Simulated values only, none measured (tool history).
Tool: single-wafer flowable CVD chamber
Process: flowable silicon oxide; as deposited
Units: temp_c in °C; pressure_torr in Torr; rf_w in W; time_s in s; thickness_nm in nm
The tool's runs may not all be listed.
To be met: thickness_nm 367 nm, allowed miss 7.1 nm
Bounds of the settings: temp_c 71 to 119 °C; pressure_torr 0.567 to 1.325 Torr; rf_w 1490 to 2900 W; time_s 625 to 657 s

run	hour	temp_c	pressure_torr	rf_w	time_s	thickness_nm
1	0	95	0.946	2195	657	588.04
2	7.8	97	0.946	2195	657	556.46
3	16.7	97	0.946	2195	657	555.96
4	20.7	99	0.946	2195	657	524.55
5	25	99	0.889	2195	657	489.92
6	26.9	99	0.818	2195	657	456.46
7	30.6	100	0.818	2195	657	438.73
8	36.5	101	0.818	2195	657	425.91
9	41.5	102	0.818	2195	657	411.95

Which of these 5 next moves meets every target?
A	46.5	109	0.895	2025	657	?
B	46.5	110	0.918	2530	638	?
C	46.5	94	0.779	2370	645	?
D	46.5	108	0.92	2075	625	?
E	46.5	108	0.898	2195	656	?

move	thickness_nm
A	350.53
B	355.89
C	510.94
D	356.52
E	371.49
A: takes the result that was furthest off past its target
B: takes the result that was furthest off past its target
C: further off than the last run
D: takes the result that was furthest off past its target
E: meets every target
The right move is E.

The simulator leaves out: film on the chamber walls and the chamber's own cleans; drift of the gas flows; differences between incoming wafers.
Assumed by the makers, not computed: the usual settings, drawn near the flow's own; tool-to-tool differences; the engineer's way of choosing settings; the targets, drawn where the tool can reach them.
